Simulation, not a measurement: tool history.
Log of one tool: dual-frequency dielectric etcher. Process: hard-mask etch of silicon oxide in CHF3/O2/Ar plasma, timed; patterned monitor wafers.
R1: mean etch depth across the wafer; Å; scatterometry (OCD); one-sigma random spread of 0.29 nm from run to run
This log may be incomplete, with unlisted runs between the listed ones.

Run 1, hour 0.0: source power (kW) 0.650, bias power (kW) 0.184, etch time (s) 35.5. Result: R1 749.43 Å.
Run 2, hour 0.6: source power (kW) 0.680, bias power (kW) 0.185, etch time (s) 35.5. Result: R1 760.33 Å.
Run 3, hour 7.3: source power (kW) 0.680, bias power (kW) 0.164, etch time (s) 35.5. Result: R1 735.34 Å.
Run 4, hour 14.4: source power (kW) 0.680, bias power (kW) 0.164, etch time (s) 35.5. Result: R1 731.87 Å.
Run 5, hour 18.1: source power (kW) 0.680, bias power (kW) 0.175, etch time (s) 35.5. Result: R1 748.40 Å.
Run 6, hour 22.4: source power (kW) 0.680, bias power (kW) 0.145, etch time (s) 35.5. Result: R1 704.87 Å.
Run 7, hour 25.9: source power (kW) 0.700, bias power (kW) 0.150, etch time (s) 35.5. Result: R1 719.92 Å.
Run 8, hour 27.0: source power (kW) 0.830, bias power (kW) 0.187, etch time (s) 35.5. Result: R1 827.50 Å.

Run 9 is up next; what results do you expect?
Run 9, hour 33.6: source power (kW) 0.840, bias power (kW) 0.189, etch time (s) 35.5. Result: R1 ?.

{"run 9": {"R1": 842.02}}
